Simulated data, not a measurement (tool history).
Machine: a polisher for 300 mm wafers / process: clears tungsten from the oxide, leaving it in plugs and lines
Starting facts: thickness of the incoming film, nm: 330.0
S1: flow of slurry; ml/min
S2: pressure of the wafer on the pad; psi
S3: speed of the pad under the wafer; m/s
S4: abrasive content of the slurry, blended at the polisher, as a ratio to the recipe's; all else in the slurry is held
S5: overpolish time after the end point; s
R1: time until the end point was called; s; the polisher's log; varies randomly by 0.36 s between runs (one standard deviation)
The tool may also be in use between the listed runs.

run	day	S1	S2	S3	S4	S5	R1
1	0	260	4.8	1.08	1	6	54.468
2	0.038	260	4.8	1.28	1	6	46.897
3	0.321	215	4.8	1.28	1	6	48.021
4	0.388	220	5	1.28	1	6	46.212
5	0.529	225	5.2	1.28	1	6	44.844
6	0.833	225	5.2	1.28	1	6	44.504
7	1.067	230	5.3	1.28	1	6	43.572
8	1.283	235	5.4	1.28	1	6	42.262
9	1.575	240	5.5	1.28	1	6	42.101
10	1.758	240	5.6	1.28	1	6	40.45

What will run 11 give?
11	2.042	245	5.7	1.28	1	6	?

R1: 39.719 s

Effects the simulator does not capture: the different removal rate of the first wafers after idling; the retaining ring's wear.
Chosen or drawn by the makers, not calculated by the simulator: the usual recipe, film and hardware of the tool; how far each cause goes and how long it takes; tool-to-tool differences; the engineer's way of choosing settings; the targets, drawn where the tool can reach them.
